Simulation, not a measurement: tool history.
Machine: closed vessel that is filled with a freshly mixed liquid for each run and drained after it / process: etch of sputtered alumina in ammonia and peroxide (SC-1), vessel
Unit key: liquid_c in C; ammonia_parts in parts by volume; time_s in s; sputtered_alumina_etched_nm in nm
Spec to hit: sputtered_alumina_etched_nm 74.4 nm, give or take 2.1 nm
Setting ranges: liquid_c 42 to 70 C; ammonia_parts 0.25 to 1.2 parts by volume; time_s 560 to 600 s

run 1 hour=0 | liquid_c=58 ammonia_parts=0.95 time_s=560 | sputtered_alumina_etched_nm=39.799
run 2 hour=7.3 | liquid_c=58 ammonia_parts=0.95 time_s=600 | sputtered_alumina_etched_nm=42.072
run 3 hour=9.5 | liquid_c=58 ammonia_parts=0.95 time_s=560 | sputtered_alumina_etched_nm=39.439
run 4 hour=13.7 | liquid_c=58 ammonia_parts=1.2 time_s=560 | sputtered_alumina_etched_nm=40.587
run 5 hour=18.6 | liquid_c=58 ammonia_parts=1.2 time_s=560 | sputtered_alumina_etched_nm=40.937
run 6 hour=24.9 | liquid_c=58 ammonia_parts=1.2 time_s=560 | sputtered_alumina_etched_nm=40.556
run 7 hour=28.8 | liquid_c=61.5 ammonia_parts=1.2 time_s=560 | sputtered_alumina_etched_nm=48.809
-- hour=30.8 thermometer replaced
run 8 hour=30.8 | liquid_c=61.5 ammonia_parts=1.2 time_s=560 | sputtered_alumina_etched_nm=54.943

Of the 4 settings listed for the next run, only one would bring every result within its allowed miss of target. Which one?
run A hour=32.8 | liquid_c=65 ammonia_parts=1.15 time_s=585 | sputtered_alumina_etched_nm=?
run B hour=32.8 | liquid_c=66 ammonia_parts=1.2 time_s=600 | sputtered_alumina_etched_nm=?
run C hour=32.8 | liquid_c=57 ammonia_parts=1.2 time_s=560 | sputtered_alumina_etched_nm=?
run D hour=32.8 | liquid_c=52.5 ammonia_parts=1.2 time_s=560 | sputtered_alumina_etched_nm=?

move=A sputtered_alumina_etched_nm=67.771
move=B sputtered_alumina_etched_nm=73.327
move=C sputtered_alumina_etched_nm=43.323
move=D sputtered_alumina_etched_nm=34.101
A: moves toward the targets from the last run without getting all of them in spec
B: hits every target within its allowed miss
C: its largest miss is bigger than the last run's
D: its largest miss is bigger than the last run's
B meets every target.

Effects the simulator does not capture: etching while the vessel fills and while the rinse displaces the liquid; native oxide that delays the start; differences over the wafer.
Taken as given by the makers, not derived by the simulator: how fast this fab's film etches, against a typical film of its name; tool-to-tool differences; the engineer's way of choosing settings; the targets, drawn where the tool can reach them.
